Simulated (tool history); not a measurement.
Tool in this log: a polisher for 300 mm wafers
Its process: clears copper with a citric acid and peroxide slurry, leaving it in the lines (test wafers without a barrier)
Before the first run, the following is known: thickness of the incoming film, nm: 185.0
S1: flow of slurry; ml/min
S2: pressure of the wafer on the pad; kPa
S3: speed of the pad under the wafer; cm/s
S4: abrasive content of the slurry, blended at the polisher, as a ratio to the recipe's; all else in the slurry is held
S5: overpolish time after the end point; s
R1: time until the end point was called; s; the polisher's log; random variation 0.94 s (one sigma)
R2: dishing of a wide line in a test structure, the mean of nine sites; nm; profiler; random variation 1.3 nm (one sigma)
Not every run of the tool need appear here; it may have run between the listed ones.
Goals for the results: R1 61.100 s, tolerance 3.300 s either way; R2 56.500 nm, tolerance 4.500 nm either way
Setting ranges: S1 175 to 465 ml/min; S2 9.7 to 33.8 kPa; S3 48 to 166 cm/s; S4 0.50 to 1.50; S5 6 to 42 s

| run | hour | S1 | S2 | S3 | S4 | S5 | R1 | R2 |
|---|---|---|---|---|---|---|---|---|
| 1 | 0.0 | 295 | 21.4 | 106 | 1.00 | 21 | 82.885 | 33.084 |
| 2 | 8.4 | 295 | 21.4 | 106 | 1.00 | 15 | 83.631 | 24.658 |
| 3 | 10.3 | 295 | 21.4 | 106 | 1.00 | 7 | 84.958 | 12.024 |
| 4 | 13.7 | 295 | 22.8 | 108 | 1.00 | 12 | 76.869 | 21.582 |
| 5 | 14.7 | 295 | 22.8 | 108 | 1.00 | 7 | 74.505 | 13.335 |
|  | 17.0 | worn pad replaced by a new one |
| 6 | 17.0 | 295 | 22.8 | 108 | 1.00 | 6 | 68.199 | 12.586 |
| 7 | 18.2 | 295 | 23.4 | 110 | 1.00 | 11 | 66.557 | 23.402 |
| 8 | 20.5 | 290 | 24.1 | 110 | 1.00 | 13 | 65.188 | 27.194 |

Of the 4 settings listed for the next run, only one would bring every result within its allowed miss of target. Which one?
| A | 22.8 | 365 | 22.8 | 108 | 1.35 | 7 | ? | ? |
| B | 22.8 | 315 | 26.2 | 106 | 1.00 | 28 | ? | ? |
| C | 22.8 | 275 | 20.0 | 116 | 1.20 | 32 | ? | ? |
| D | 22.8 | 205 | 23.4 | 116 | 1.00 | 7 | ? | ? |

| move | R1 | R2 |
|---|---|---|
| A | 66.993 | 15.653 |
| B | 62.724 | 56.491 |
| C | 73.683 | 54.055 |
| D | 66.570 | 15.756 |
A: further off than the last run
B: every result within its allowed miss
C: brings the result that was furthest off to its target, and leaves another outside
D: further off than the last run
B is the move that brings every result within its allowed miss.

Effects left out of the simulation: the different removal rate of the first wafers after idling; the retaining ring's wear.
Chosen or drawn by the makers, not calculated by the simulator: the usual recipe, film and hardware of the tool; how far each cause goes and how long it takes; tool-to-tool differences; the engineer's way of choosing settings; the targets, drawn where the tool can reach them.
